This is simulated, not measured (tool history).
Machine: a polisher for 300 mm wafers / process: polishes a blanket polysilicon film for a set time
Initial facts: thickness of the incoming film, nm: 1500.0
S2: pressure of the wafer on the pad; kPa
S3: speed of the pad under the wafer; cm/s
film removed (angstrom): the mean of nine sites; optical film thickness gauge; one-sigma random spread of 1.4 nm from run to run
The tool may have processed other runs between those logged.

run 1 hour=0 | flow_of_slurry_(ml/min)=240 S2=22.1 S3=88 polishing_time_(s)=44 | film_removed_(angstrom)=3343.5
run 2 hour=4.3 | flow_of_slurry_(ml/min)=235 S2=19.3 S3=86 polishing_time_(s)=44 | film_removed_(angstrom)=2818.6
run 3 hour=9.5 | flow_of_slurry_(ml/min)=235 S2=19.3 S3=76 polishing_time_(s)=44 | film_removed_(angstrom)=2504.2
run 4 hour=11.4 | flow_of_slurry_(ml/min)=235 S2=19.3 S3=76 polishing_time_(s)=40 | film_removed_(angstrom)=2280.4
run 5 hour=15.6 | flow_of_slurry_(ml/min)=235 S2=19.3 S3=76 polishing_time_(s)=44 | film_removed_(angstrom)=2498.1
run 6 hour=18.1 | flow_of_slurry_(ml/min)=230 S2=17.9 S3=76 polishing_time_(s)=44 | film_removed_(angstrom)=2335.3

Run 7 is up next; what results do you expect?
run 7 hour=24.4 | flow_of_slurry_(ml/min)=215 S2=11.7 S3=76 polishing_time_(s)=44 | film_removed_(angstrom)=?

{"run 7": {"film removed (angstrom)": 1560.7}}
